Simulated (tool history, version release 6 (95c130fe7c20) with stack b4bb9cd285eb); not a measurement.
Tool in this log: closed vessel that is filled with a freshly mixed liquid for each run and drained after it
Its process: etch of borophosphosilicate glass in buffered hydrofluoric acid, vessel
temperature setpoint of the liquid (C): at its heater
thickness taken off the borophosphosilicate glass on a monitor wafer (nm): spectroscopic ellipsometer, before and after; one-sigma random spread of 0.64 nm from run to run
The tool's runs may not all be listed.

| run | hour | temperature setpoint of the liquid (C) | parts of 40 % ammonium fluoride to one part of 49 % hydrofluoric acid (parts by volume) | time in the liquid (s) | thickness taken off the borophosphosilicate glass on a monitor wafer (nm) |
|---|---|---|---|---|---|
| 1 | 0 | 21 | 20 | 30 | 54.303 |
| 2 | 6.4 | 21 | 22.5 | 30 | 50.494 |
| 3 | 7.8 | 21 | 27.5 | 30 | 43.593 |
| 4 | 15.7 | 23 | 27.5 | 30 | 49.295 |
| 5 | 17.4 | 23 | 27.5 | 30 | 48.614 |
| 6 | 24.9 | 19.5 | 27.5 | 30 | 40.386 |
| 7 | 32.5 | 21 | 26 | 30 | 45.308 |
|  | 36.4 | thermometer replaced |
| 8 | 36.4 | 22.5 | 25 | 30 | 45.841 |
| 9 | 37.2 | 23.5 | 22 | 30 | 51.733 |
| 10 | 41.6 | 24.5 | 19.5 | 30 | 61.207 |
| 11 | 45.7 | 25 | 18.5 | 30 | 65.055 |
| 12 | 46.9 | 25.5 | 18 | 30 | 69.716 |

Run 13 has not been measured yet. What should we expect?
| 13 | 51.6 | 26 | 18 | 30 | ? |

thickness taken off the borophosphosilicate glass on a monitor wafer (nm): 70.644
